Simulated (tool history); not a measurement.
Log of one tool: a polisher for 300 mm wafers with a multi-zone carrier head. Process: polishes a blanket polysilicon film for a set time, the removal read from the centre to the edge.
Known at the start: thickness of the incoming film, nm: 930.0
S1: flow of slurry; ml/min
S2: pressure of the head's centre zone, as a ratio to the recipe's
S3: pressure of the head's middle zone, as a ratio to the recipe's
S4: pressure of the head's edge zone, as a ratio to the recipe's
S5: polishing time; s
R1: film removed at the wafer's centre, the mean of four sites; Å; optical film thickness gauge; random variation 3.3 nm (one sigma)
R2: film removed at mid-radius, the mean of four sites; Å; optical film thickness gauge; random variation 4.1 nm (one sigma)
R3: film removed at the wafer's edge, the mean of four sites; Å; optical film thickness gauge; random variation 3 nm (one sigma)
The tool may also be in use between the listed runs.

Run 1, hour 0: S1 205 ml/min, S2 1, S3 1, S4 1, S5 52 s. Result: R1 3507.8 Å, R2 3315.7 Å, R3 3357.6 Å.
Run 2, hour 6.9: S1 205 ml/min, S2 0.96, S3 1, S4 1, S5 52 s. Result: R1 3364.9 Å, R2 3339.8 Å, R3 3407.9 Å.
Run 3, hour 9.4: S1 205 ml/min, S2 0.96, S3 1, S4 0.94, S5 52 s. Result: R1 3361.7 Å, R2 3378 Å, R3 3292 Å.
Run 4, hour 13.8: S1 180 ml/min, S2 0.96, S3 1, S4 0.94, S5 52 s. Result: R1 3241.4 Å, R2 3239 Å, R3 3295.2 Å.
Run 5, hour 21.8: S1 180 ml/min, S2 0.96, S3 1, S4 0.94, S5 44 s. Result: R1 2761.7 Å, R2 2757.1 Å, R3 2747.8 Å.
Run 6, hour 23.7: S1 205 ml/min, S2 0.97, S3 1.05, S4 0.98, S5 46 s. Result: R1 3065.8 Å, R2 3061.2 Å, R3 2999.9 Å.
Run 7, hour 29.7: S1 230 ml/min, S2 0.96, S3 1.09, S4 0.98, S5 47 s. Result: R1 3114.5 Å, R2 3319.3 Å, R3 3095.5 Å.
Run 8, hour 31.3: S1 245 ml/min, S2 0.97, S3 1.12, S4 0.99, S5 48 s. Result: R1 3207.7 Å, R2 3527.5 Å, R3 3213.1 Å.

The next listed run, before its measurement:
Run 9, hour 32.6: S1 260 ml/min, S2 0.99, S3 1.14, S4 1, S5 49 s. Result: R1 ?, R2 ?, R3 ?.

Run 9 gave R1 3421.1 Å, R2 3589.5 Å, R3 3347.2 Å.

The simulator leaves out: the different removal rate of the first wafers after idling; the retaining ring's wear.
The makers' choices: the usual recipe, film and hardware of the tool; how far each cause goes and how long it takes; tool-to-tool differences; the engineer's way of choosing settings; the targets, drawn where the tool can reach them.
